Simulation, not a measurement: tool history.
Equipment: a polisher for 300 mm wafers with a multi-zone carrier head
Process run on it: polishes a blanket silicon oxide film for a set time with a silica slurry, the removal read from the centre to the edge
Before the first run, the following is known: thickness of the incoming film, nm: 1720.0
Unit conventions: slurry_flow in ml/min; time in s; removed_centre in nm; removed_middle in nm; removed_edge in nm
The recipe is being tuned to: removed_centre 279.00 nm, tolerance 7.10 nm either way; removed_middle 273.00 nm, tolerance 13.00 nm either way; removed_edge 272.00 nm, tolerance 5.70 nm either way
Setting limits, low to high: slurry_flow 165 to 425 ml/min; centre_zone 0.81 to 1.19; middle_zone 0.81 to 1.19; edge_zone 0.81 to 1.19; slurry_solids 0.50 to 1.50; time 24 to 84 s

run 1 hour=0.0 | slurry_flow=275 centre_zone=1.00 middle_zone=1.00 edge_zone=1.00 slurry_solids=1.00 time=54 | removed_centre=186.33 removed_middle=190.44 removed_edge=192.93
run 2 hour=1.8 | slurry_flow=285 centre_zone=1.03 middle_zone=1.03 edge_zone=1.04 slurry_solids=1.15 time=54 | removed_centre=202.67 removed_middle=209.81 removed_edge=209.07
run 3 hour=8.1 | slurry_flow=285 centre_zone=0.98 middle_zone=1.03 edge_zone=1.04 slurry_solids=1.15 time=54 | removed_centre=192.85 removed_middle=208.10 removed_edge=207.96
run 4 hour=13.5 | slurry_flow=295 centre_zone=1.03 middle_zone=1.04 edge_zone=1.07 slurry_solids=1.25 time=55 | removed_centre=216.30 removed_middle=218.11 removed_edge=224.61
run 5 hour=16.4 | slurry_flow=295 centre_zone=1.03 middle_zone=1.04 edge_zone=1.01 slurry_solids=1.25 time=55 | removed_centre=216.83 removed_middle=215.85 removed_edge=220.33
run 6 hour=18.1 | slurry_flow=295 centre_zone=0.99 middle_zone=1.04 edge_zone=1.01 slurry_solids=1.25 time=55 | removed_centre=208.34 removed_middle=221.72 removed_edge=218.91
-- hour=24.7 edge zone pressure recalibrated
run 7 hour=24.7 | slurry_flow=300 centre_zone=1.03 middle_zone=1.07 edge_zone=1.04 slurry_solids=1.30 time=56 | removed_centre=219.84 removed_middle=235.74 removed_edge=224.07
run 8 hour=26.5 | slurry_flow=305 centre_zone=1.05 middle_zone=1.07 edge_zone=1.06 slurry_solids=1.35 time=57 | removed_centre=236.24 removed_middle=247.28 removed_edge=236.34
run 9 hour=29.6 | slurry_flow=310 centre_zone=1.07 middle_zone=1.07 edge_zone=1.08 slurry_solids=1.40 time=58 | removed_centre=246.73 removed_middle=254.11 removed_edge=243.45
run 10 hour=30.3 | slurry_flow=310 centre_zone=1.08 middle_zone=1.06 edge_zone=1.10 slurry_solids=1.45 time=59 | removed_centre=258.42 removed_middle=258.32 removed_edge=251.55
run 11 hour=35.8 | slurry_flow=360 centre_zone=1.10 middle_zone=1.08 edge_zone=1.19 slurry_solids=1.50 time=61 | removed_centre=284.17 removed_middle=272.79 removed_edge=278.28

4 next moves are on the table. One of them brings every result within its allowed miss. Which?
run A hour=41.3 | slurry_flow=395 centre_zone=1.09 middle_zone=1.07 edge_zone=1.14 slurry_solids=1.50 time=61 | removed_centre=? removed_middle=? removed_edge=?
run B hour=41.3 | slurry_flow=345 centre_zone=1.14 middle_zone=1.10 edge_zone=1.11 slurry_solids=1.50 time=59 | removed_centre=? removed_middle=? removed_edge=?
run C hour=41.3 | slurry_flow=370 centre_zone=1.16 middle_zone=1.12 edge_zone=1.13 slurry_solids=1.25 time=62 | removed_centre=? removed_middle=? removed_edge=?
run D hour=41.3 | slurry_flow=405 centre_zone=1.16 middle_zone=1.05 edge_zone=1.12 slurry_solids=1.50 time=61 | removed_centre=? removed_middle=? removed_edge=?

move=A removed_centre=279.51 removed_middle=273.90 removed_edge=274.42
move=B removed_centre=279.43 removed_middle=268.17 removed_edge=259.47
move=C removed_centre=280.94 removed_middle=268.83 removed_edge=258.07
move=D removed_centre=298.17 removed_middle=269.95 removed_edge=272.41
A: every result within its allowed miss
B: pushes the last run's worst result past its target
C: pushes the last run's worst result past its target
D: corrects the largest miss of the last run, while another result sits out of spec
Correct choice: A, which meets every target
